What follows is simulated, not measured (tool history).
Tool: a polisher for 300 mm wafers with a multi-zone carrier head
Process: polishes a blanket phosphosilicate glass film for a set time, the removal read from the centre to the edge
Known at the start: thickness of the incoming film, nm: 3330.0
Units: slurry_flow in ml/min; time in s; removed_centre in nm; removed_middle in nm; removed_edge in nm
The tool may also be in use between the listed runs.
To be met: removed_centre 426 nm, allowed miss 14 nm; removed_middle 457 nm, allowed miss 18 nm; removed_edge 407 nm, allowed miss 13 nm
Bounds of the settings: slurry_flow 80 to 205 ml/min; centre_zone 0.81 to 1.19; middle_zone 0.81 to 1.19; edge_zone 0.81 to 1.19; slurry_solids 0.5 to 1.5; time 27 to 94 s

run,hour,slurry_flow,centre_zone,middle_zone,edge_zone,slurry_solids,time,removed_centre,removed_middle,removed_edge
1,0,135,1,1,1,1,60,760.37,769.63,761.74
2,4.9,135,1,1,1,0.8,60,683.81,689.33,680.85
3,9.3,135,1,1,0.92,0.8,60,684.4,672.94,656.62
4,18,130,0.99,1.03,0.89,0.7,55,573.64,590.77,552.33
5,22,125,0.99,1.04,0.87,0.65,52,489.71,533.89,481.75
6,29.9,115,1,1.04,0.85,0.6,52,476.23,497.23,450.75
7,34.9,105,1,1.05,0.84,0.6,52,464.61,495.04,438.82
8,42.5,100,0.99,1.04,0.83,0.6,52,459.63,478.65,436.94
9,45.8,95,0.99,1.05,0.82,0.6,52,457.06,482.41,436.05
10,49.1,90,0.99,1.05,0.82,0.6,52,454.55,493.74,432.25

4 next moves are on the table. One of them brings every result within its allowed miss. Which?
A,52.4,100,0.87,0.93,0.91,0.6,55,?,?,?
B,52.4,110,0.92,1.05,0.84,0.65,48,?,?,?
C,52.4,120,0.98,0.87,0.81,0.5,58,?,?,?
D,52.4,90,1.01,1.07,0.85,0.55,51,?,?,?

move,removed_centre,removed_middle,removed_edge
A,424.04,473.85,489.12
B,419.69,485.19,437.77
C,453.04,425.55,435.61
D,423.01,453.24,408.57
A: brings the result that was furthest off to its target, and leaves another outside
B: further off than the last run
C: takes the result that was furthest off past its target
D: meets every target
Answer: D

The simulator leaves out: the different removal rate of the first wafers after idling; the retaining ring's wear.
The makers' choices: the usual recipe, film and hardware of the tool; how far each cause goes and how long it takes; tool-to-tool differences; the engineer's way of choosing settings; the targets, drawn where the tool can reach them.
